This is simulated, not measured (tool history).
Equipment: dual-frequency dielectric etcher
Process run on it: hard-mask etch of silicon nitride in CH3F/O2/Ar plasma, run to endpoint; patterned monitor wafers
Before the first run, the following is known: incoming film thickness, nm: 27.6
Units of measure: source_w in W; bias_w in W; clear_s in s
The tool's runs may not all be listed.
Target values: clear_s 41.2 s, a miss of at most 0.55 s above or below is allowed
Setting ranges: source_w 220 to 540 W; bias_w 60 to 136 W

run	day	source_w	bias_w	clear_s
1	0	380	98	37.26
2	0.204	450	98	35.786
3	0.554	500	98	34.73
4	0.642	540	98	33.985
5	0.817	480	96	35.235
6	0.888	480	83	37.206
7	0.942	450	82	38.017
8	1.096	430	81	38.617

Which one of the following 5 next-run settings gets every result inside its allowed miss? There is exactly one.
A	1.25	400	79	?
B	1.25	450	72	?
C	1.25	360	85	?
D	1.25	400	77	?
E	1.25	360	78	?

move	clear_s
A	39.735
B	39.771
C	39.774
D	40.104
E	41.044
A: nearer than the last run, and not there yet
B: nearer than the last run, and not there yet
C: nearer than the last run, and not there yet
D: nearer than the last run, and not there yet
E: all results in spec
E meets every target.
